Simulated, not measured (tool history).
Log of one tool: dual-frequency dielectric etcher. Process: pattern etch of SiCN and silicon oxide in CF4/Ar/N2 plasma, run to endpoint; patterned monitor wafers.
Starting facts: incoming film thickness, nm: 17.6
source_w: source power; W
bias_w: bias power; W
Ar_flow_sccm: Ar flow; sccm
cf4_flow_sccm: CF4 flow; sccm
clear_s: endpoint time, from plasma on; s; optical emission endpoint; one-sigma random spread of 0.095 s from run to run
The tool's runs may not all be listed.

run,hour,source_w,bias_w,Ar_flow_sccm,cf4_flow_sccm,clear_s
1,0.0,370,71,94,67,24.990
2,5.5,410,73,93,67,22.595
3,6.8,410,73,93,60,22.911
4,13.2,410,79,93,60,22.303
5,18.7,410,73,93,60,23.152
6,22.3,440,76,92,60,21.202
# hour 31.1: wet clean of the chamber
7,31.1,460,78,91,60,19.082

Run 8 is up next; what results do you expect?
8,32.5,470,78,91,60,?

Run 8 measured clear_s 18.781 s.
